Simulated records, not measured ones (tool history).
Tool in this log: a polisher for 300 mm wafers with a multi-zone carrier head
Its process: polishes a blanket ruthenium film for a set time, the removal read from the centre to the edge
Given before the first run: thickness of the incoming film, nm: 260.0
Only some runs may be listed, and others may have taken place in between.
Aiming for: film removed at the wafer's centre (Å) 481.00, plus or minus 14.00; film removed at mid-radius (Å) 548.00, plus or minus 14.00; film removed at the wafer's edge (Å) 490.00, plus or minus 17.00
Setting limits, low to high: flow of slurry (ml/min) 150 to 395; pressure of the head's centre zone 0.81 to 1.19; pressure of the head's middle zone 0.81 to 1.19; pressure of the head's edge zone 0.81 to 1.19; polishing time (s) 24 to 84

run,day,flow of slurry (ml/min),pressure of the head's centre zone,pressure of the head's middle zone,pressure of the head's edge zone,polishing time (s),film removed at the wafer's centre (Å),film removed at mid-radius (Å),film removed at the wafer's edge (Å)
1,0.000,250,1.00,1.00,1.00,54,441.66,431.46,425.94
2,0.083,250,1.00,1.05,1.00,54,442.18,437.81,424.15
3,0.271,250,1.00,1.05,1.00,42,346.80,340.71,337.74
4,0.479,250,1.00,1.05,1.00,54,442.52,440.95,428.43
5,0.746,270,0.99,1.09,1.00,55,448.57,466.33,434.67
6,1.067,285,0.99,1.12,1.03,56,453.72,489.36,445.14
7,1.271,290,0.99,1.13,1.06,57,467.64,492.74,455.45
8,1.600,295,0.98,1.14,1.07,58,484.27,516.87,479.30
9,1.775,305,0.97,1.15,1.07,58,477.17,512.10,485.83
10,1.883,305,0.97,1.16,1.06,58,471.80,518.52,475.42
11,1.946,310,0.97,1.17,1.06,58,471.77,518.76,480.00
12,2.158,305,0.97,1.18,1.05,59,477.67,528.20,474.47
13,2.533,310,0.96,1.18,1.05,59,478.82,534.41,482.79

Pick the move, out of 4, that brings all results within their allowed miss; only one does.
A,2.908,345,0.98,1.19,1.04,56,?,?,?
B,2.908,300,0.96,1.19,1.07,60,?,?,?
C,2.908,360,1.00,1.14,1.04,57,?,?,?
D,2.908,350,0.91,1.07,1.08,62,?,?,?

move,film removed at the wafer's centre (Å),film removed at mid-radius (Å),film removed at the wafer's edge (Å)
A,469.35,512.51,462.80
B,486.43,543.01,498.58
C,489.17,508.87,472.47
D,482.52,530.64,523.14
A: the biggest miss grows against the last run
B: every result within its allowed miss
C: the biggest miss grows against the last run
D: the biggest miss grows against the last run
B is the move that brings every result within its allowed miss.

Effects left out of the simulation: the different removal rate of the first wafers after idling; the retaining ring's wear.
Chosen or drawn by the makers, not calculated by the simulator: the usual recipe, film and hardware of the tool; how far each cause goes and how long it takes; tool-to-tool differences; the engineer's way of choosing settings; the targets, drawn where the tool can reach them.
